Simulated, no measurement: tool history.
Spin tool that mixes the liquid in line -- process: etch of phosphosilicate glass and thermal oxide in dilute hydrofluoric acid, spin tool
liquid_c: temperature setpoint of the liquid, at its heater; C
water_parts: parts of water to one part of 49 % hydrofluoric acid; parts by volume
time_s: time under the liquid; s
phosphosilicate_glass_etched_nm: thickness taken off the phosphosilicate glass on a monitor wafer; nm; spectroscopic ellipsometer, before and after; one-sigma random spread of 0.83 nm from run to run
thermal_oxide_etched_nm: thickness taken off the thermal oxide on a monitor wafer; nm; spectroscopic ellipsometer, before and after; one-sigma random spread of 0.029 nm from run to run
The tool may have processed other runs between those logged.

run  hour  liquid_c  water_parts  time_s  phosphosilicate_glass_etched_nm  thermal_oxide_etched_nm
  1     0        25           55      30                           71.637                   2.4988
  2   1.7      27.5           55      30                           77.289                   2.8061
  3   5.1        28           50      30                           87.541                   3.1716
  4    14      28.5           50      30                           90.523                   3.2144
  5  22.3      28.5           50      20                           59.825                   2.1317
  6  25.6      28.5           70      20                           41.785                   1.4943
  7  30.4      29.5           55      20                           56.105                   2.0282
  8  38.3        33           30      20                           123.36                   4.4022

What does the tool deliver on the next run?
  9  40.9      32.5           30      20                                ?                        ?

Run 9 yielded phosphosilicate_glass_etched_nm 120.71 nm, thermal_oxide_etched_nm 4.3023 nm.
